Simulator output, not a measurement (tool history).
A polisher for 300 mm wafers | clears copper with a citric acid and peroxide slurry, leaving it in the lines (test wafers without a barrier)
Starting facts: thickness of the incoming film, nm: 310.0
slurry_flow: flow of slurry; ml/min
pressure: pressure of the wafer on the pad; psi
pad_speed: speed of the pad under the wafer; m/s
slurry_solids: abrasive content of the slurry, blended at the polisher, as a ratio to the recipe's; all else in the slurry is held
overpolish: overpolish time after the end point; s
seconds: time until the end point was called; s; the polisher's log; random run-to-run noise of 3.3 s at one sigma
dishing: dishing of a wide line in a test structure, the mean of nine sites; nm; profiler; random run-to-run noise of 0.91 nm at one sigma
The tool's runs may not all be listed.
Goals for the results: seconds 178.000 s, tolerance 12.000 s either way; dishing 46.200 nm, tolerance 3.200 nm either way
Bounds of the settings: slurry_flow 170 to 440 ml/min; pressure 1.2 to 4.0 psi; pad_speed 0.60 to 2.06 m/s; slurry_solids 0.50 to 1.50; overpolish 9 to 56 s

run,day,slurry_flow,pressure,pad_speed,slurry_solids,overpolish,seconds,dishing
1,0.000,280,2.6,1.32,1.00,29,96.505,52.400
2,0.021,280,2.6,1.14,1.00,29,113.060,47.744
3,0.342,280,2.6,1.02,1.00,29,127.050,43.378
4,0.575,280,2.4,1.00,1.00,32,137.490,42.898
5,0.842,280,2.3,0.98,1.00,35,153.640,44.152
6,1.204,280,2.2,0.98,1.00,36,158.740,44.056
# day 1.279: head pressure recalibrated
7,1.279,280,2.1,0.98,1.00,37,174.690,38.360
8,1.546,280,2.1,0.96,1.00,39,186.380,38.991
9,1.779,280,2.2,0.96,1.00,40,177.210,42.196

Exercise: of the 5 proposed moves below, exactly one satisfies all targets within the stated allowed misses. Which move is it?
A,2.012,285,1.9,1.12,0.95,33,?,?
B,2.012,255,2.1,1.02,1.00,45,?,?
C,2.012,295,2.4,0.98,1.05,29,?,?
D,2.012,295,1.8,1.14,0.75,38,?,?
E,2.012,295,2.1,0.92,0.95,38,?,?

move,seconds,dishing
A,180.240,34.592
B,178.980,44.724
C,160.420,34.971
D,193.900,36.306
E,197.140,36.426
A: lands further from the targets than the last run did
B: each result inside its tolerance
C: lands further from the targets than the last run did
D: lands further from the targets than the last run did
E: lands further from the targets than the last run did
B meets every target.
